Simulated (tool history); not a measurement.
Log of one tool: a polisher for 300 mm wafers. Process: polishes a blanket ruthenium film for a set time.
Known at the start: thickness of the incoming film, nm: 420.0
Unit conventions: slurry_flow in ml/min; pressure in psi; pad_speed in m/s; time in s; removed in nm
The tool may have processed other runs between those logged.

run 1 hour=0 | slurry_flow=180 pressure=2.2 pad_speed=0.76 time=53 | removed=52.025
run 2 hour=4.9 | slurry_flow=155 pressure=2.2 pad_speed=0.76 time=53 | removed=51.567
run 3 hour=6.3 | slurry_flow=155 pressure=2.2 pad_speed=0.76 time=53 | removed=50.529
run 4 hour=8 | slurry_flow=180 pressure=2.2 pad_speed=0.76 time=53 | removed=53.038
run 5 hour=10.9 | slurry_flow=175 pressure=2.1 pad_speed=0.76 time=53 | removed=52.127
run 6 hour=17.9 | slurry_flow=165 pressure=2 pad_speed=0.76 time=53 | removed=48.258

The next listed run, before its measurement:
run 7 hour=21.6 | slurry_flow=165 pressure=2 pad_speed=0.76 time=53 | removed=?

removed: 48.361 nm
